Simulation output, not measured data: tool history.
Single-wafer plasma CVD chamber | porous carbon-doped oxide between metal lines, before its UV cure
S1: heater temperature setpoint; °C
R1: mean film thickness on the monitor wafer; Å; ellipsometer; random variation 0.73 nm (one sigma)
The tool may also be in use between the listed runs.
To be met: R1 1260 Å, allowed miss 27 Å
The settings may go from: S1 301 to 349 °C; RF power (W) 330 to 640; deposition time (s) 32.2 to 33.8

run 1 hour=0 | S1=325 RF_power_(W)=485 deposition_time_(s)=33.8 | R1=1529.3
run 2 hour=2.8 | S1=332 RF_power_(W)=485 deposition_time_(s)=33.8 | R1=1474.9
run 3 hour=4.9 | S1=335 RF_power_(W)=470 deposition_time_(s)=33.7 | R1=1413.8
run 4 hour=12 | S1=335 RF_power_(W)=470 deposition_time_(s)=33.8 | R1=1421
run 5 hour=15.9 | S1=335 RF_power_(W)=420 deposition_time_(s)=33.8 | R1=1314.4
run 6 hour=22.5 | S1=335 RF_power_(W)=420 deposition_time_(s)=33.8 | R1=1318.8
run 7 hour=27.4 | S1=337 RF_power_(W)=420 deposition_time_(s)=33.8 | R1=1309.7
run 8 hour=33.4 | S1=338 RF_power_(W)=420 deposition_time_(s)=33.8 | R1=1290

Which of these 4 next moves meets every target?
run A hour=39.4 | S1=335 RF_power_(W)=430 deposition_time_(s)=33.7 | R1=?
run B hour=39.4 | S1=341 RF_power_(W)=445 deposition_time_(s)=32.2 | R1=?
run C hour=39.4 | S1=334 RF_power_(W)=415 deposition_time_(s)=33.8 | R1=?
run D hour=39.4 | S1=340 RF_power_(W)=450 deposition_time_(s)=33.8 | R1=?

move=A R1=1336.4
move=B R1=1273.4
move=C R1=1313.1
move=D R1=1351.9
A: further off than the last run
B: meets every target
C: further off than the last run
D: further off than the last run
Move B is the one to make.
